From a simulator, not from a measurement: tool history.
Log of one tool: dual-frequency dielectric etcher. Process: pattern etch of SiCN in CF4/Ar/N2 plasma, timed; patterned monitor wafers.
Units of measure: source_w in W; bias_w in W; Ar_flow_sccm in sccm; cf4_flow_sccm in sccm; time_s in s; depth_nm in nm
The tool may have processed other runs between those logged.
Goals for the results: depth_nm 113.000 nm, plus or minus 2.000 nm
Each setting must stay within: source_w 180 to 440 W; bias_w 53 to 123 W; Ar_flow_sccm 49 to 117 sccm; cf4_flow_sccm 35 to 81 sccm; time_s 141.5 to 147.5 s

{"run": 1, "hour": 0.0, "source_w": 310, "bias_w": 88, "Ar_flow_sccm": 83, "cf4_flow_sccm": 58, "time_s": 141.5, "depth_nm": 82.734}
{"run": 2, "hour": 6.6, "source_w": 340, "bias_w": 89, "Ar_flow_sccm": 83, "cf4_flow_sccm": 58, "time_s": 141.5, "depth_nm": 90.891}
{"run": 3, "hour": 7.1, "source_w": 340, "bias_w": 80, "Ar_flow_sccm": 83, "cf4_flow_sccm": 58, "time_s": 141.5, "depth_nm": 87.239}
{"run": 4, "hour": 8.5, "source_w": 360, "bias_w": 80, "Ar_flow_sccm": 83, "cf4_flow_sccm": 58, "time_s": 141.5, "depth_nm": 91.975}
{"run": 5, "hour": 16.8, "source_w": 360, "bias_w": 80, "Ar_flow_sccm": 74, "cf4_flow_sccm": 58, "time_s": 141.5, "depth_nm": 93.241}
{"run": 6, "hour": 21.2, "source_w": 380, "bias_w": 80, "Ar_flow_sccm": 74, "cf4_flow_sccm": 58, "time_s": 141.5, "depth_nm": 98.531}
{"run": 7, "hour": 25.0, "source_w": 390, "bias_w": 80, "Ar_flow_sccm": 74, "cf4_flow_sccm": 58, "time_s": 141.5, "depth_nm": 101.42}
{"run": 8, "hour": 32.7, "source_w": 400, "bias_w": 80, "Ar_flow_sccm": 74, "cf4_flow_sccm": 58, "time_s": 141.5, "depth_nm": 102.42}
{"run": 9, "hour": 36.4, "source_w": 410, "bias_w": 80, "Ar_flow_sccm": 74, "cf4_flow_sccm": 58, "time_s": 141.5, "depth_nm": 106.34}
{"run": 10, "hour": 40.3, "source_w": 420, "bias_w": 80, "Ar_flow_sccm": 74, "cf4_flow_sccm": 58, "time_s": 141.5, "depth_nm": 108.72}

5 next moves are on the table. One of them brings every result within its allowed miss. Which?
{"run": "A", "hour": 44.2, "source_w": 430, "bias_w": 78, "Ar_flow_sccm": 80, "cf4_flow_sccm": 63, "time_s": 145.5, "depth_nm": "?"}
{"run": "B", "hour": 44.2, "source_w": 390, "bias_w": 82, "Ar_flow_sccm": 76, "cf4_flow_sccm": 59, "time_s": 145.0, "depth_nm": "?"}
{"run": "C", "hour": 44.2, "source_w": 440, "bias_w": 62, "Ar_flow_sccm": 67, "cf4_flow_sccm": 68, "time_s": 144.5, "depth_nm": "?"}
{"run": "D", "hour": 44.2, "source_w": 420, "bias_w": 81, "Ar_flow_sccm": 77, "cf4_flow_sccm": 55, "time_s": 141.5, "depth_nm": "?"}
{"run": "E", "hour": 44.2, "source_w": 420, "bias_w": 66, "Ar_flow_sccm": 71, "cf4_flow_sccm": 63, "time_s": 147.0, "depth_nm": "?"}

move=A depth_nm=112.820
move=B depth_nm=104.640
move=C depth_nm=108.620
move=D depth_nm=107.770
move=E depth_nm=106.180
A: every result lands within tolerance
B: misses by more than the last run did
C: about as far from the targets as the last run
D: misses by more than the last run did
E: misses by more than the last run did
The right move is A.
